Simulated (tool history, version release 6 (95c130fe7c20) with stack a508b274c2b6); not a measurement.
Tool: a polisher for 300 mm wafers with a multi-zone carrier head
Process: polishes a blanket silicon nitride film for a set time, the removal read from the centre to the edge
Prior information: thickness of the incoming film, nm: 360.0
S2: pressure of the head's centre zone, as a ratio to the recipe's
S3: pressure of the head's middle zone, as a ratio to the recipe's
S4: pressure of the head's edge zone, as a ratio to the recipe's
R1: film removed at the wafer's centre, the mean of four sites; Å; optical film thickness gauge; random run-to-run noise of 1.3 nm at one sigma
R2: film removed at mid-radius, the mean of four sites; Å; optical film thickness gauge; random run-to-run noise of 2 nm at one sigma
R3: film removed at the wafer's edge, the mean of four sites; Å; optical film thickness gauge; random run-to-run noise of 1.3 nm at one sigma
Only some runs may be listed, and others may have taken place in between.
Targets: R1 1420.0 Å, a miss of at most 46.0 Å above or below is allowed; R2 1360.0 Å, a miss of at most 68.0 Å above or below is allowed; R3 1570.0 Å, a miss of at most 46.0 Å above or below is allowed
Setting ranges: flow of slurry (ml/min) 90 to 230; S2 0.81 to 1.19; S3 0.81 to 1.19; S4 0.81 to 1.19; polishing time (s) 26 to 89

Run 1, hour 0.0: flow of slurry (ml/min) 150, S2 1.00, S3 1.00, S4 1.00, polishing time (s) 57. Result: R1 1198.9 Å, R2 1217.5 Å, R3 1228.2 Å.
Run 2, hour 6.7: flow of slurry (ml/min) 160, S2 1.00, S3 0.99, S4 1.04, polishing time (s) 58. Result: R1 1236.3 Å, R2 1253.5 Å, R3 1278.0 Å.
Run 3, hour 12.9: flow of slurry (ml/min) 160, S2 1.00, S3 0.99, S4 1.08, polishing time (s) 58. Result: R1 1237.2 Å, R2 1268.4 Å, R3 1310.2 Å.
Run 4, hour 17.9: flow of slurry (ml/min) 160, S2 1.00, S3 1.04, S4 1.08, polishing time (s) 58. Result: R1 1251.3 Å, R2 1309.2 Å, R3 1314.3 Å.
Run 5, hour 23.6: flow of slurry (ml/min) 160, S2 1.00, S3 1.04, S4 1.03, polishing time (s) 58. Result: R1 1265.1 Å, R2 1288.3 Å, R3 1270.0 Å.
Run 6, hour 30.3: flow of slurry (ml/min) 165, S2 1.01, S3 1.00, S4 1.07, polishing time (s) 59. Result: R1 1287.8 Å, R2 1298.9 Å, R3 1311.8 Å.
Run 7, hour 31.1: flow of slurry (ml/min) 165, S2 1.01, S3 1.00, S4 1.07, polishing time (s) 59. Result: R1 1286.8 Å, R2 1275.2 Å, R3 1298.5 Å.
Run 8, hour 34.1: flow of slurry (ml/min) 160, S2 1.01, S3 0.98, S4 1.09, polishing time (s) 61. Result: R1 1313.3 Å, R2 1326.0 Å, R3 1381.0 Å.
Run 9, hour 42.9: flow of slurry (ml/min) 160, S2 1.02, S3 0.96, S4 1.11, polishing time (s) 62. Result: R1 1355.8 Å, R2 1310.6 Å, R3 1407.3 Å.

Exercise: of the 4 proposed moves below, exactly one satisfies all targets within the stated allowed misses. Which move is it?
Run A, hour 51.7: flow of slurry (ml/min) 180, S2 1.11, S3 1.19, S4 0.81, polishing time (s) 58. Result: R1 ?, R2 ?, R3 ?.
Run B, hour 51.7: flow of slurry (ml/min) 225, S2 1.18, S3 1.08, S4 0.96, polishing time (s) 53. Result: R1 ?, R2 ?, R3 ?.
Run C, hour 51.7: flow of slurry (ml/min) 140, S2 1.01, S3 0.94, S4 1.19, polishing time (s) 67. Result: R1 ?, R2 ?, R3 ?.
Run D, hour 51.7: flow of slurry (ml/min) 95, S2 0.91, S3 0.89, S4 1.16, polishing time (s) 77. Result: R1 ?, R2 ?, R3 ?.

move      R1      R2      R3
   A  1393.2  1434.9  1166.9
   B  1399.3  1256.5  1169.3
   C  1395.8  1339.7  1548.8
   D  1319.1  1369.9  1665.5
A: the biggest miss grows against the last run
B: the biggest miss grows against the last run
C: all results in spec
D: moves the result that the last run missed by most past its target, out the other side
Go with C: it meets all targets.
